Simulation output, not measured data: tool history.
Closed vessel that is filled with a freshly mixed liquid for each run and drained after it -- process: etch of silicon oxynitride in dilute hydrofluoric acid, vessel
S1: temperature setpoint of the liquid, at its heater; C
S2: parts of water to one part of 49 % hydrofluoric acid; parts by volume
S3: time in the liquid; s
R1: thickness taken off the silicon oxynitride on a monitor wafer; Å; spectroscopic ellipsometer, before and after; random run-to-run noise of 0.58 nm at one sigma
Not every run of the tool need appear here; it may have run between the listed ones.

run    day    S1  S2   S3      R1
  1  0.000  24.0  75  585  255.44
  2  0.300  26.5  65  585  334.19
  3  0.642  24.0  65  585  299.18
  4  0.988  24.0  85  585  224.16
  5  1.012  24.0  65  585  299.95
  6  1.250  22.5  65  585  276.14

Run 7 comes next. What will it give?
  7  1.483  25.0  60  585   ?

R1: 343.70 Å

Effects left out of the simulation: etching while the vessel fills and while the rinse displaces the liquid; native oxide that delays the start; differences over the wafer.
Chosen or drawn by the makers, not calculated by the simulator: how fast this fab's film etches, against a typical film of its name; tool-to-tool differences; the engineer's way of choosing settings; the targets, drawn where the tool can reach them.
